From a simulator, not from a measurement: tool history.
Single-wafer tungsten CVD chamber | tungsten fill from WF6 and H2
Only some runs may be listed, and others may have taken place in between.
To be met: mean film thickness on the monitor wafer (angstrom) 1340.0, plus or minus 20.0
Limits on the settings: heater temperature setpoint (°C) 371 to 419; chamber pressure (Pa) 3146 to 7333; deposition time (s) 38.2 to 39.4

| run | day | heater temperature setpoint (°C) | chamber pressure (Pa) | deposition time (s) | mean film thickness on the monitor wafer (angstrom) |
|---|---|---|---|---|---|
| 1 | 0.000 | 395 | 5240 | 38.2 | 1162.5 |
| 2 | 0.121 | 402 | 5240 | 38.2 | 1285.5 |
| 3 | 0.354 | 403 | 5240 | 38.2 | 1316.0 |
| 4 | 0.421 | 409 | 5240 | 38.2 | 1441.9 |
| 5 | 0.721 | 408 | 5240 | 38.2 | 1428.9 |
| 6 | 0.871 | 400 | 5240 | 38.2 | 1261.4 |
| 7 | 1.033 | 401 | 5240 | 38.2 | 1275.6 |
| 8 | 1.204 | 402 | 5240 | 38.2 | 1295.2 |
| 9 | 1.275 | 403 | 5240 | 38.2 | 1327.9 |

Which single option among these 5 for the next run brings every result within its allowed miss of target? Just one does.
| A | 1.346 | 398 | 5413 | 39.4 | ? |
| B | 1.346 | 401 | 5186 | 38.8 | ? |
| C | 1.346 | 403 | 5093 | 39.4 | ? |
| D | 1.346 | 403 | 5093 | 38.2 | ? |
| E | 1.346 | 403 | 5146 | 38.2 | ? |

| move | mean film thickness on the monitor wafer (angstrom) |
|---|---|
| A | 1285.3 |
| B | 1291.4 |
| C | 1336.4 |
| D | 1295.5 |
| E | 1304.9 |
A: lands further from the targets than the last run did
B: lands further from the targets than the last run did
C: each result inside its tolerance
D: lands further from the targets than the last run did
E: lands further from the targets than the last run did
So the answer is move C, the one that meets all the targets.

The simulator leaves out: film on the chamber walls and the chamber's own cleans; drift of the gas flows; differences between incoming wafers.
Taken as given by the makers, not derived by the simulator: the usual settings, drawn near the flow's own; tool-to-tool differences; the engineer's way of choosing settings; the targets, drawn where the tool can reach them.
